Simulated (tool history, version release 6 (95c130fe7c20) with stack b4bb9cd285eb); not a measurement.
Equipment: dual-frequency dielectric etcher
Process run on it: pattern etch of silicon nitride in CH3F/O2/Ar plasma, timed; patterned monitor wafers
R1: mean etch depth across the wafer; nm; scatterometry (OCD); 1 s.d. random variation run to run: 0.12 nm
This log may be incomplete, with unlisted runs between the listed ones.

{"run": 1, "day": 0.0, "source power (kW)": 0.38, "bias power (kW)": 0.06, "etch time (s)": 58.5, "R1": 35.69}
{"run": 2, "day": 0.129, "source power (kW)": 0.38, "bias power (kW)": 0.065, "etch time (s)": 58.5, "R1": 36.697}
{"run": 3, "day": 0.454, "source power (kW)": 0.45, "bias power (kW)": 0.065, "etch time (s)": 58.5, "R1": 38.52}
{"run": 4, "day": 0.596, "source power (kW)": 0.45, "bias power (kW)": 0.056, "etch time (s)": 58.5, "R1": 36.616}
{"run": 5, "day": 0.929, "source power (kW)": 0.4, "bias power (kW)": 0.054, "etch time (s)": 58.5, "R1": 34.898}
{"run": 6, "day": 1.271, "source power (kW)": 0.33, "bias power (kW)": 0.054, "etch time (s)": 58.5, "R1": 32.844}

Expected results for the next run?
{"run": 7, "day": 1.333, "source power (kW)": 0.31, "bias power (kW)": 0.053, "etch time (s)": 58.5, "R1": "?"}

R1: 32.02 nm
